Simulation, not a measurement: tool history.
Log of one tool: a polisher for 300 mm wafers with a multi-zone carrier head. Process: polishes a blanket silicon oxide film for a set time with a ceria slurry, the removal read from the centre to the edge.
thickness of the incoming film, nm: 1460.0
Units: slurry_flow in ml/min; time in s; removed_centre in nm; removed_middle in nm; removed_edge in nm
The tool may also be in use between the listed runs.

run	hour	slurry_flow	centre_zone	middle_zone	edge_zone	time	removed_centre	removed_middle	removed_edge
1	0	230	1	1	1	52	248.45	260.68	254.51
2	3.6	230	1.01	0.99	0.99	52	251.04	258.22	254.55
3	9.4	230	1.01	0.99	1.03	52	248.85	260.65	260.6
4	17.7	230	1.02	0.98	1.02	52	252.94	260.48	259.23
5	23.5	230	1.02	0.98	1.07	52	254.66	259.33	259.8
6	31.6	280	1.02	0.98	1.07	52	261.23	257.13	267.03
7	34	280	1.02	0.98	1.07	52	257.56	260.93	265.82
8	42.3	280	1.03	0.97	1.06	52	262.11	259.93	269.08

Forecast run 9:
9	44.6	275	1.05	0.96	1.05	51	?	?	?

removed_centre: 263.34 nm
removed_middle: 252.46 nm
removed_edge: 257.38 nm

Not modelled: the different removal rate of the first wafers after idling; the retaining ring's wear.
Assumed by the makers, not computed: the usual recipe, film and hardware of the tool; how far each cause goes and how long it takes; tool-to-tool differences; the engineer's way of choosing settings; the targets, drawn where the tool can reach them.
